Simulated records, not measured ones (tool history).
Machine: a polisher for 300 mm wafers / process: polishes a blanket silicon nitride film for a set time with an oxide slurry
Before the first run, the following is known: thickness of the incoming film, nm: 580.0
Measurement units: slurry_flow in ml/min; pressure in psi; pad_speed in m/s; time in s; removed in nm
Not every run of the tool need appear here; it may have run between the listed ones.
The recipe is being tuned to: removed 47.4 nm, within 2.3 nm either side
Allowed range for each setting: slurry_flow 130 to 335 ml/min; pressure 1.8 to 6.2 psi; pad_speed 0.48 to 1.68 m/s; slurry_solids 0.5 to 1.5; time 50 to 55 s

Run 1, hour 0: slurry_flow 215 ml/min, pressure 4 psi, pad_speed 1.08 m/s, slurry_solids 1, time 55 s. Result: removed 36.824 nm.
Run 2, hour 7.8: slurry_flow 180 ml/min, pressure 4 psi, pad_speed 1.08 m/s, slurry_solids 1, time 55 s. Result: removed 35.976 nm.
Run 3, hour 9.3: slurry_flow 180 ml/min, pressure 4.2 psi, pad_speed 1.08 m/s, slurry_solids 1, time 55 s. Result: removed 38.514 nm.
Run 4, hour 12.5: slurry_flow 180 ml/min, pressure 4.4 psi, pad_speed 1.08 m/s, slurry_solids 1, time 55 s. Result: removed 40.263 nm.
Run 5, hour 13.9: slurry_flow 180 ml/min, pressure 4.4 psi, pad_speed 1.08 m/s, slurry_solids 1, time 50 s. Result: removed 35.349 nm.
Run 6, hour 16.4: slurry_flow 180 ml/min, pressure 4.4 psi, pad_speed 1.08 m/s, slurry_solids 0.9, time 50 s. Result: removed 33.203 nm.
Run 7, hour 19.4: slurry_flow 180 ml/min, pressure 4.7 psi, pad_speed 1.1 m/s, slurry_solids 0.9, time 50 s. Result: removed 36.59 nm.
Run 8, hour 26.8: slurry_flow 180 ml/min, pressure 4.9 psi, pad_speed 1.1 m/s, slurry_solids 0.9, time 50 s. Result: removed 37.813 nm.
Run 9, hour 34.1: slurry_flow 180 ml/min, pressure 4.9 psi, pad_speed 1.1 m/s, slurry_solids 0.9, time 50 s. Result: removed 37.488 nm.
Run 10, hour 38.6: slurry_flow 180 ml/min, pressure 5.1 psi, pad_speed 1.1 m/s, slurry_solids 0.9, time 50 s. Result: removed 39.513 nm.
Run 11, hour 47.1: slurry_flow 180 ml/min, pressure 5.3 psi, pad_speed 1.1 m/s, slurry_solids 0.9, time 50 s. Result: removed 41.093 nm.

Below are 5 possible settings for the next run. Only one of them brings all results inside the allowed miss of their targets. Which is it?
Run A, hour 55.6: slurry_flow 150 ml/min, pressure 5.7 psi, pad_speed 1.04 m/s, slurry_solids 0.7, time 50 s. Result: removed ?.
Run B, hour 55.6: slurry_flow 155 ml/min, pressure 4.9 psi, pad_speed 0.88 m/s, slurry_solids 0.85, time 55 s. Result: removed ?.
Run C, hour 55.6: slurry_flow 130 ml/min, pressure 5.3 psi, pad_speed 1.16 m/s, slurry_solids 0.95, time 55 s. Result: removed ?.
Run D, hour 55.6: slurry_flow 130 ml/min, pressure 5.1 psi, pad_speed 0.98 m/s, slurry_solids 0.85, time 50 s. Result: removed ?.
Run E, hour 55.6: slurry_flow 275 ml/min, pressure 4.5 psi, pad_speed 0.84 m/s, slurry_solids 1.05, time 54 s. Result: removed ?.

move  removed
   A    35.96
   B   33.748
   C    46.96
   D   33.816
   E   35.157
A: moves away from the targets compared with the last run
B: moves away from the targets compared with the last run
C: hits every target within its allowed miss
D: moves away from the targets compared with the last run
E: moves away from the targets compared with the last run
The right move is C.
